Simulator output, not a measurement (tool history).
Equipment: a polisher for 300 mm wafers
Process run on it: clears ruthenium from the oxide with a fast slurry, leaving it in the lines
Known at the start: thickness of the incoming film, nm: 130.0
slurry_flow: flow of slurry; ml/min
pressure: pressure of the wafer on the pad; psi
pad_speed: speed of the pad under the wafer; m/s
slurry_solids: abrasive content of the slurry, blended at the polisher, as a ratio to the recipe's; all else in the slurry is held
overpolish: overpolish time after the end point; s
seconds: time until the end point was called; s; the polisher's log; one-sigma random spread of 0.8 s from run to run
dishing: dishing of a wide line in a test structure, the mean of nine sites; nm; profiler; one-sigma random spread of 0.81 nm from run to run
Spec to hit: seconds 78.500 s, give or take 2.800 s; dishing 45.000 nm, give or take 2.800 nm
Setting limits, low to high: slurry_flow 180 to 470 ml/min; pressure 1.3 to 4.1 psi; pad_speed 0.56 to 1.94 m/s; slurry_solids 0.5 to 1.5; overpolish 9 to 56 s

| run | hour | slurry_flow | pressure | pad_speed | slurry_solids | overpolish | seconds | dishing |
|---|---|---|---|---|---|---|---|---|
| 1 | 0.0 | 300 | 2.7 | 1.24 | 1.0 | 29 | 29.246 | 101.110 |
| 2 | 1.8 | 300 | 2.7 | 1.04 | 1.0 | 29 | 34.134 | 85.576 |
| 3 | 3.4 | 300 | 2.4 | 1.04 | 1.0 | 29 | 39.177 | 79.785 |
| 4 | 12.1 | 300 | 2.1 | 0.96 | 1.0 | 28 | 47.335 | 66.173 |
| 5 | 18.7 | 300 | 1.9 | 0.90 | 1.0 | 28 | 53.900 | 57.436 |
| 6 | 24.2 | 300 | 1.9 | 0.90 | 1.0 | 22 | 54.284 | 45.442 |
| 7 | 32.8 | 300 | 1.7 | 0.86 | 1.0 | 24 | 63.574 | 44.599 |
| 8 | 35.6 | 300 | 1.6 | 0.86 | 1.0 | 25 | 68.873 | 42.758 |
| 9 | 41.1 | 300 | 1.5 | 0.86 | 1.0 | 26 | 72.930 | 42.099 |
| 10 | 49.7 | 300 | 1.5 | 0.86 | 1.0 | 27 | 71.946 | 43.189 |
| 11 | 53.4 | 300 | 1.5 | 0.86 | 1.0 | 27 | 72.570 | 41.505 |

Next run, 4 choices. One meets every target within its allowed miss, the rest don't. Which?
| A | 57.1 | 235 | 1.7 | 0.66 | 1.2 | 38 | ? | ? |
| B | 57.1 | 260 | 1.3 | 0.86 | 1.2 | 31 | ? | ? |
| C | 57.1 | 245 | 1.6 | 1.12 | 0.5 | 34 | ? | ? |
| D | 57.1 | 300 | 1.5 | 0.86 | 1.1 | 34 | ? | ? |

| move | seconds | dishing |
|---|---|---|
| A | 77.222 | 54.369 |
| B | 76.808 | 45.534 |
| C | 70.831 | 53.186 |
| D | 68.625 | 54.697 |
A: meets the target for the result that was furthest off, but another lies outside its allowed miss
B: every result lands within tolerance
C: misses by more than the last run did
D: misses by more than the last run did
B meets every target.
